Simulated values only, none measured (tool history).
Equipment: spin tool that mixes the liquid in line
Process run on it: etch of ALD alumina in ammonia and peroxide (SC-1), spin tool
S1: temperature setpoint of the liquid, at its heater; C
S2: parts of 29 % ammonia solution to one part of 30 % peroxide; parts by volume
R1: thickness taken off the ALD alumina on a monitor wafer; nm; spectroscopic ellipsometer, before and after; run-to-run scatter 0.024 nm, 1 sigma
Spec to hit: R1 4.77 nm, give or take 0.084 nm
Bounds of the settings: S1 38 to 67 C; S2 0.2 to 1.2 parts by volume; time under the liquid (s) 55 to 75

run 1 hour=0 | S1=51 S2=0.7 time_under_the_liquid_(s)=75 | R1=3.3529
run 2 hour=6 | S1=51 S2=0.7 time_under_the_liquid_(s)=55 | R1=2.4524
run 3 hour=11.9 | S1=51 S2=0.55 time_under_the_liquid_(s)=55 | R1=2.3982
run 4 hour=19.5 | S1=51 S2=0.35 time_under_the_liquid_(s)=55 | R1=2.2982
run 5 hour=21.8 | S1=53.5 S2=0.35 time_under_the_liquid_(s)=55 | R1=2.621
run 6 hour=28.2 | S1=55.5 S2=0.35 time_under_the_liquid_(s)=55 | R1=2.9174
run 7 hour=35.6 | S1=57 S2=0.35 time_under_the_liquid_(s)=55 | R1=3.1679
run 8 hour=41 | S1=58.5 S2=0.35 time_under_the_liquid_(s)=55 | R1=3.4137

Which of these 4 next moves meets every target?
run A hour=46.4 | S1=59 S2=0.35 time_under_the_liquid_(s)=75 | R1=?
run B hour=46.4 | S1=66 S2=0.3 time_under_the_liquid_(s)=55 | R1=?
run C hour=46.4 | S1=57.5 S2=0.45 time_under_the_liquid_(s)=75 | R1=?
run D hour=46.4 | S1=59.5 S2=0.5 time_under_the_liquid_(s)=75 | R1=?

move=A R1=4.7555
move=B R1=4.8947
move=C R1=4.5048
move=D R1=5.0475
A: all results in spec
B: the result that was furthest off in the last run now lies on the other side of its target
C: closer than the last run, but not yet in spec
D: the result that was furthest off in the last run now lies on the other side of its target
So the answer is move A, the one that meets all the targets.
